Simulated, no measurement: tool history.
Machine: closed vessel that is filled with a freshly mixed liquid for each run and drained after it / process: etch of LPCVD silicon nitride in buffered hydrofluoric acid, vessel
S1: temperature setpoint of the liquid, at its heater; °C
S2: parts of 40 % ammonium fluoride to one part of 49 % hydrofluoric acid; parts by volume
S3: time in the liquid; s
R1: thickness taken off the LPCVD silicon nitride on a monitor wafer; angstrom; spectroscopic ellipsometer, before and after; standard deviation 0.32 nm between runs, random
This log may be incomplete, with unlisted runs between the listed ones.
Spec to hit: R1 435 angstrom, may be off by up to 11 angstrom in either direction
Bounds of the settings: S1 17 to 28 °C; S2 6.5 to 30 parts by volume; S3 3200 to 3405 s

run  hour    S1    S2    S3      R1
  1     0    20  18.5  3200   204.6
  2   4.9    20  18.5  3405  217.61
  3   6.3    22  18.5  3405  244.97
  4  13.6    22  21.5  3405  214.72
  5  19.5    22  21.5  3200  201.43
  6  24.3    24    18  3210  263.94
  7  32.9    28    12  3225  489.97
  8  37.6  27.5    12  3225  479.96
  9  43.3    27    12  3225   464.1
 10  44.6  26.5    12  3225  452.23

Of the 5 settings listed for the next run, only one would bring every result within its allowed miss of target. Which one?
  A  45.9    25    11  3350   ?
  B  45.9    25    12  3345   ?
  C  45.9  25.5  10.5  3245   ?
  D  45.9    27  11.5  3200   ?
  E  45.9  27.5    12  3290   ?

move      R1
   A  473.09
   B  433.92
   C  492.64
   D  481.93
   E  488.19
A: further off than the last run
B: each result inside its tolerance
C: further off than the last run
D: further off than the last run
E: further off than the last run
The right move is B.
